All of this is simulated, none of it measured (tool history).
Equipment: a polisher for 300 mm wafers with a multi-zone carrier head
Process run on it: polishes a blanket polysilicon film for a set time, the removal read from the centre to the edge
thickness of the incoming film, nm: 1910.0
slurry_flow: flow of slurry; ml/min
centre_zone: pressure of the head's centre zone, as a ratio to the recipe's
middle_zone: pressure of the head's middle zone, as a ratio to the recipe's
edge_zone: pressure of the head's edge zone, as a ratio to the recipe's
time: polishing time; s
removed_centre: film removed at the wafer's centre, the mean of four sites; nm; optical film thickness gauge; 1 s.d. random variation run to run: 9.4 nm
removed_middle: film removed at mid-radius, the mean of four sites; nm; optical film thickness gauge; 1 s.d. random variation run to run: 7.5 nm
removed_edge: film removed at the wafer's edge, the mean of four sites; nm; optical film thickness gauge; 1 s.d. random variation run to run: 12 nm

run	hour	slurry_flow	centre_zone	middle_zone	edge_zone	time	removed_centre	removed_middle	removed_edge
1	0.0	275	1.00	1.00	1.00	85	558.28	580.37	561.32
2	7.1	275	1.01	0.97	1.04	92	625.70	613.01	641.74
3	11.4	280	1.02	0.97	1.07	95	639.54	640.01	667.15
4	14.9	280	1.03	0.96	1.09	99	685.28	662.29	690.88
5	23.8	280	1.02	0.94	1.10	102	693.11	669.32	734.70
6	28.0	280	1.03	0.93	1.11	104	729.70	679.26	739.69

Run 7, settings as shown, results not yet in. Your forecast:
7	32.8	280	1.03	0.92	1.13	106	?	?	?

For run 7 the tool returned removed_centre 735.10 nm, removed_middle 683.15 nm, removed_edge 760.37 nm.
